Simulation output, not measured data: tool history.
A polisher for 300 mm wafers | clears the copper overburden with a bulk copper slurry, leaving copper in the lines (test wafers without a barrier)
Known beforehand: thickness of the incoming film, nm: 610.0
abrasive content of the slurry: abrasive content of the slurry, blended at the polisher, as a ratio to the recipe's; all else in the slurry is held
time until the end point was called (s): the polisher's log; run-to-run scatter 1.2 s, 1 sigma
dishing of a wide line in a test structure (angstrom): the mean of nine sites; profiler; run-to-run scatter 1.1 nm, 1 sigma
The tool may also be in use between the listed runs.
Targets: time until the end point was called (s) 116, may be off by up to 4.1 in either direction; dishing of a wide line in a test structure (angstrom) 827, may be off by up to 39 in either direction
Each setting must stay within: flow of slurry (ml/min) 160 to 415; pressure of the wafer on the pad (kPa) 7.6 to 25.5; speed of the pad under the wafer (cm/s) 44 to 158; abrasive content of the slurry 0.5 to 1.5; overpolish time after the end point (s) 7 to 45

run,hour,flow of slurry (ml/min),pressure of the wafer on the pad (kPa),speed of the pad under the wafer (cm/s),abrasive content of the slurry,overpolish time after the end point (s),time until the end point was called (s),dishing of a wide line in a test structure (angstrom)
1,0,265,16.5,100,1,23,99.134,758.78
2,5.9,265,15.9,100,1,25,104.58,778.17
3,13.3,265,17.9,100,1,25,93.226,852.3
4,16.9,265,16.5,100,1,27,98.403,863.01
5,20.9,265,16.5,100,1.2,27,94.366,862.09
6,28.1,265,16.5,90,1.2,27,106.16,840.29
7,32.6,265,15.9,90,1.2,28,110.12,809.31
8,38.3,265,15.9,90,1.2,29,109.44,833.47

Exercise: of the 5 proposed moves below, exactly one satisfies all targets within the stated allowed misses. Which move is it?
A,44,330,11.7,114,1.25,34,?,?
B,44,235,17.2,96,1.15,27,?,?
C,44,260,16.5,88,1.3,29,?,?
D,44,310,17.2,90,1.25,25,?,?
E,44,230,13.1,118,1.05,32,?,?

move,time until the end point was called (s),dishing of a wide line in a test structure (angstrom)
A,115.02,819.13
B,98.472,849.65
C,107.83,833.44
D,100.27,799.94
E,106.95,845.96
A: every result within its allowed miss
B: moves away from the targets compared with the last run
C: moves away from the targets compared with the last run
D: moves away from the targets compared with the last run
E: moves away from the targets compared with the last run
The right move is A.

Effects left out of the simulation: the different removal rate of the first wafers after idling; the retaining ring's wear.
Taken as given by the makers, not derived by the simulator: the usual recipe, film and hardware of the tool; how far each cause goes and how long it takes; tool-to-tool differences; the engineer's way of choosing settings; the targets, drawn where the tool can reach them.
